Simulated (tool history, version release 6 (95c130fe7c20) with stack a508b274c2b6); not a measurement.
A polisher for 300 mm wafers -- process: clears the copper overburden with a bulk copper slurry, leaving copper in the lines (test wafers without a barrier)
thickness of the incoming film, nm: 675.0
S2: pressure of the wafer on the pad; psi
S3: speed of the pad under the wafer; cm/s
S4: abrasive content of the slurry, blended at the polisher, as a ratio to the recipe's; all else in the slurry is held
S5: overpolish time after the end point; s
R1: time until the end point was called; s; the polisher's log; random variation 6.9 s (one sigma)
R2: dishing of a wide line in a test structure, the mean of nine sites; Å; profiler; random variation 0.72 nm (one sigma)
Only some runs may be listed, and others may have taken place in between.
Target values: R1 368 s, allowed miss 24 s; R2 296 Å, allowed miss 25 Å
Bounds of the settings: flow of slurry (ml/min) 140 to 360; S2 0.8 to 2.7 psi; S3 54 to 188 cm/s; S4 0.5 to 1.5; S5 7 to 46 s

{"run": 1, "hour": 0.0, "flow of slurry (ml/min)": 230, "S2": 1.7, "S3": 120, "S4": 1, "S5": 24, "R1": 129.67, "R2": 484.69}
{"run": 2, "hour": 7.3, "flow of slurry (ml/min)": 230, "S2": 1.7, "S3": 120, "S4": 1, "S5": 20, "R1": 133.05, "R2": 462}
{"run": 3, "hour": 13.3, "flow of slurry (ml/min)": 230, "S2": 1.6, "S3": 112, "S4": 1, "S5": 20, "R1": 140.52, "R2": 414.17}
{"run": 4, "hour": 15.2, "flow of slurry (ml/min)": 230, "S2": 1.6, "S3": 122, "S4": 1, "S5": 20, "R1": 138.21, "R2": 420.04}
{"run": 5, "hour": 23.6, "flow of slurry (ml/min)": 230, "S2": 1.6, "S3": 122, "S4": 1, "S5": 14, "R1": 137.49, "R2": 353.47}
{"run": 6, "hour": 28.2, "flow of slurry (ml/min)": 230, "S2": 1.6, "S3": 122, "S4": 1.1, "S5": 14, "R1": 133.74, "R2": 344.34}
{"run": 7, "hour": 30.8, "flow of slurry (ml/min)": 220, "S2": 1.5, "S3": 112, "S4": 1, "S5": 15, "R1": 157.91, "R2": 344.69}
{"run": 8, "hour": 31.4, "flow of slurry (ml/min)": 215, "S2": 1.4, "S3": 104, "S4": 0.95, "S5": 16, "R1": 177.69, "R2": 333.69}

Pick the move, out of 4, that brings all results within their allowed miss; only one does.
{"run": "A", "hour": 32.0, "flow of slurry (ml/min)": 190, "S2": 1.2, "S3": 66, "S4": 0.8, "S5": 35, "R1": "?", "R2": "?"}
{"run": "B", "hour": 32.0, "flow of slurry (ml/min)": 225, "S2": 2.2, "S3": 150, "S4": 1.15, "S5": 10, "R1": "?", "R2": "?"}
{"run": "C", "hour": 32.0, "flow of slurry (ml/min)": 165, "S2": 0.8, "S3": 56, "S4": 0.6, "S5": 44, "R1": "?", "R2": "?"}
{"run": "D", "hour": 32.0, "flow of slurry (ml/min)": 200, "S2": 1, "S3": 58, "S4": 0.75, "S5": 30, "R1": "?", "R2": "?"}

move=A R1=285.79 R2=369.22
move=B R1=81.812 R2=409.81
move=C R1=501.95 R2=290.27
move=D R1=368.47 R2=290.11
A: moves toward the targets from the last run without getting all of them in spec
B: further off than the last run
C: carries the result that was furthest off beyond its target, to the other side
D: all results land within tolerance of their targets
The move that meets every target is D.
